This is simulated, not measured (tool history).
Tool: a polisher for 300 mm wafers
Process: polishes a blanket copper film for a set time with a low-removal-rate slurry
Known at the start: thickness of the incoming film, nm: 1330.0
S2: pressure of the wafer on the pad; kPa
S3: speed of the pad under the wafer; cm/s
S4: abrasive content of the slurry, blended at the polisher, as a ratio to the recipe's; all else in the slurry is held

{"run": 1, "day": 0.0, "flow of slurry (ml/min)": 300, "S2": 15.2, "S3": 128, "S4": 1.0, "polishing time (s)": 47, "film removed (Å)": 1502.6}
{"run": 2, "day": 0.254, "flow of slurry (ml/min)": 300, "S2": 13.1, "S3": 128, "S4": 1.0, "polishing time (s)": 47, "film removed (Å)": 1318.0}
{"run": 3, "day": 0.604, "flow of slurry (ml/min)": 300, "S2": 15.2, "S3": 128, "S4": 1.0, "polishing time (s)": 47, "film removed (Å)": 1495.2}
{"run": 4, "day": 0.979, "flow of slurry (ml/min)": 300, "S2": 15.2, "S3": 154, "S4": 1.0, "polishing time (s)": 47, "film removed (Å)": 1734.6}
{"run": 5, "day": 1.108, "flow of slurry (ml/min)": 250, "S2": 15.2, "S3": 154, "S4": 1.0, "polishing time (s)": 47, "film removed (Å)": 1717.7}
{"run": 6, "day": 1.25, "flow of slurry (ml/min)": 250, "S2": 15.2, "S3": 154, "S4": 1.0, "polishing time (s)": 50, "film removed (Å)": 1799.3}
{"run": 7, "day": 1.529, "flow of slurry (ml/min)": 250, "S2": 15.2, "S3": 154, "S4": 1.0, "polishing time (s)": 50, "film removed (Å)": 1823.3}
{"run": 8, "day": 1.825, "flow of slurry (ml/min)": 270, "S2": 15.9, "S3": 154, "S4": 1.0, "polishing time (s)": 50, "film removed (Å)": 1879.3}

Run 9 comes next. What will it give?
{"run": 9, "day": 2.158, "flow of slurry (ml/min)": 270, "S2": 16.5, "S3": 154, "S4": 1.0, "polishing time (s)": 50, "film removed (Å)": "?"}

film removed (Å): 1939.7
